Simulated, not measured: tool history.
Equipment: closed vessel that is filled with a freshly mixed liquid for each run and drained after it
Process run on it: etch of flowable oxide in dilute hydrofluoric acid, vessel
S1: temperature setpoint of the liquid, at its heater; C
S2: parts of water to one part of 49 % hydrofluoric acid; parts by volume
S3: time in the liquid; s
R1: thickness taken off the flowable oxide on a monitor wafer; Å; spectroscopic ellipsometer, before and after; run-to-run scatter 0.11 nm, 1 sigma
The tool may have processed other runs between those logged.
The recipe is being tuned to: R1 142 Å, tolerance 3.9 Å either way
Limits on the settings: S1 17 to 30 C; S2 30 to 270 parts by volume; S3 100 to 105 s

run  hour    S1   S2   S3      R1
  1     0    22  150  100  184.19
  2     8    21  155  100  169.04
  3   9.2    20  155  100  163.09
  4  10.2    20  135  100  193.29
  5  11.3    20  135  100  191.14
  6  16.3  19.5  140  100  181.17
  7  21.5    19  145  100  167.19
  8  22.4  18.5  145  100  166.47

Consider the 4 candidate settings below. Which is the only one whose results all fall within their allowed miss of target?
  A  23.3  18.5  160  105   ?
  B  23.3  21.5  170  100   ?
  C  23.3  19.5  170  100   ?
  D  23.3    17  145  100   ?

move      R1
   A  153.99
   B  153.79
   C  142.21
   D  154.53
A: closer than the last run, but not yet in spec
B: closer than the last run, but not yet in spec
C: each result inside its tolerance
D: closer than the last run, but not yet in spec
Go with C: it meets all targets.

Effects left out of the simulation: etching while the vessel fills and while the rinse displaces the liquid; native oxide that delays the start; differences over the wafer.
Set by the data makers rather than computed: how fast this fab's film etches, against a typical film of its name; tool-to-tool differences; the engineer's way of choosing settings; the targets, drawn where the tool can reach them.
